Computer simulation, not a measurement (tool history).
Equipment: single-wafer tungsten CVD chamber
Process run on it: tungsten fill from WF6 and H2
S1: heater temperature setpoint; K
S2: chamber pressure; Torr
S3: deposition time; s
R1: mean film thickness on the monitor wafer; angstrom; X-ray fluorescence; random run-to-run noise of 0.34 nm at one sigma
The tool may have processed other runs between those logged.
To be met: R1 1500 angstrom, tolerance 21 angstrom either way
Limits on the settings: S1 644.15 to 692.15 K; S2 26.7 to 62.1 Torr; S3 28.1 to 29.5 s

run	day	S1	S2	S3	R1
1	0	668.15	44.4	29.5	917.58
2	0.1	671.15	45	29.5	977.37
3	0.142	671.15	45	28.1	932.92
4	0.233	674.15	46.2	28.1	997.04
5	0.525	677.15	47.4	28.1	1070.2
6	0.646	677.15	47.4	28.1	1061.3
7	0.746	679.15	48.6	28.1	1119.9
8	1.017	681.15	49.4	28.1	1168.4

Below are 5 possible settings for the next run. Only one of them brings all results inside the allowed miss of their targets. Which is it?
A	1.288	691.15	57.7	29.5	?
B	1.288	687.15	56.3	29.5	?
C	1.288	690.15	54.5	29.5	?
D	1.288	688.15	55.5	29.5	?
E	1.288	686.15	60.1	29.5	?

move	R1
A	1554.1
B	1438.9
C	1490.3
D	1453.7
E	1456.7
A: takes the biggest miss from the last run beyond its target
B: moves toward the targets from the last run without getting all of them in spec
C: in spec on every target
D: moves toward the targets from the last run without getting all of them in spec
E: moves toward the targets from the last run without getting all of them in spec
The right move is C.

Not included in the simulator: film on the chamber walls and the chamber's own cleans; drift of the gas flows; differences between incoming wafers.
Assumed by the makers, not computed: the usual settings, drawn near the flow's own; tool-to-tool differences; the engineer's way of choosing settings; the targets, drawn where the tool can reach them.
